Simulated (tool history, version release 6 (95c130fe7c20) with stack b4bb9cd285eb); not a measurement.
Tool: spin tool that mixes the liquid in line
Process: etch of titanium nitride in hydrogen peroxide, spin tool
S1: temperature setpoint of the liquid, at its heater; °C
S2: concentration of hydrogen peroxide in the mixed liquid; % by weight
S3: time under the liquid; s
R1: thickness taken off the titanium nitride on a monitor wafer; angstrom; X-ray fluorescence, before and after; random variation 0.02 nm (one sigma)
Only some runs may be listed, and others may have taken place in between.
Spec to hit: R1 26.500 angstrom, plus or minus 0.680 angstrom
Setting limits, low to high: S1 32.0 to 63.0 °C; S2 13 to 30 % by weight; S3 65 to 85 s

run,hour,S1,S2,S3,R1
1,0.0,47.0,25,85,19.603
2,8.3,47.0,29,85,20.383
3,13.7,47.0,29,65,15.410
4,21.9,47.0,30,65,15.366
5,25.3,48.5,30,65,17.601
6,28.3,49.5,30,65,18.711
7,36.3,50.5,30,65,20.056
8,37.6,51.0,30,65,20.758
9,39.1,51.5,30,65,21.792
10,43.1,52.0,30,65,22.299
11,51.7,52.5,30,65,23.076
12,55.4,53.0,30,65,24.214

5 next moves are on the table. One of them brings every result within its allowed miss. Which?
A,59.1,55.5,30,65,?
B,59.1,51.5,30,85,?
C,59.1,55.0,30,65,?
D,59.1,51.0,30,65,?
E,59.1,51.5,30,80,?

move,R1
A,28.345
B,27.936
C,27.370
D,20.611
E,26.293
A: carries the result that was furthest off beyond its target, to the other side
B: carries the result that was furthest off beyond its target, to the other side
C: carries the result that was furthest off beyond its target, to the other side
D: misses by more than the last run did
E: every result lands within tolerance
E is the move that brings every result within its allowed miss.
